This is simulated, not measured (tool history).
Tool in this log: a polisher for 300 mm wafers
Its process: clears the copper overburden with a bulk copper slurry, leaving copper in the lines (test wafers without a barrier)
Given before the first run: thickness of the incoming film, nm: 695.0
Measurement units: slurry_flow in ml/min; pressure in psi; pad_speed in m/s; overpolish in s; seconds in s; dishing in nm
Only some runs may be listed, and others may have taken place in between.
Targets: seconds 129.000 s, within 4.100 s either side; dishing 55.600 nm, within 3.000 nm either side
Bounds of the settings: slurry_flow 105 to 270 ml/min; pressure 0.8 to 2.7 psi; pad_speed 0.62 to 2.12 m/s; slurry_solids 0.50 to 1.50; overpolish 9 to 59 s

run,day,slurry_flow,pressure,pad_speed,slurry_solids,overpolish,seconds,dishing
1,0.000,175,1.7,1.36,1.00,30,100.540,62.247
2,0.283,175,1.7,1.50,1.00,30,91.546,62.085
3,0.358,175,1.7,1.50,1.10,30,88.953,62.611
4,0.650,175,1.6,1.50,1.10,31,93.991,62.436
5,0.954,175,1.5,1.50,1.10,31,101.010,60.564
6,1.279,165,1.3,1.50,1.10,32,118.980,55.766
7,1.533,165,1.3,1.50,1.10,32,115.770,54.094
8,1.821,165,1.3,1.50,1.10,33,117.980,56.304
9,1.967,160,1.3,1.50,1.10,33,117.270,54.036
10,2.104,160,1.3,1.50,1.10,34,115.920,56.358

Which single option among these 5 for the next run brings every result within its allowed miss of target? Just one does.
A,2.242,160,1.3,1.48,1.10,37,?,?
B,2.242,145,1.4,1.40,1.10,33,?,?
C,2.242,145,1.2,1.50,1.20,45,?,?
D,2.242,120,1.5,1.66,0.85,32,?,?
E,2.242,195,1.3,1.22,1.10,48,?,?

move,seconds,dishing
A,118.720,56.279
B,118.740,56.147
C,127.130,55.941
D,101.390,59.083
E,138.890,57.329
A: an improvement on the last run, though not all results are within tolerance
B: an improvement on the last run, though not all results are within tolerance
C: every result lands within tolerance
D: further off than the last run
E: moves the result that the last run missed by most past its target, out the other side
C meets every target.

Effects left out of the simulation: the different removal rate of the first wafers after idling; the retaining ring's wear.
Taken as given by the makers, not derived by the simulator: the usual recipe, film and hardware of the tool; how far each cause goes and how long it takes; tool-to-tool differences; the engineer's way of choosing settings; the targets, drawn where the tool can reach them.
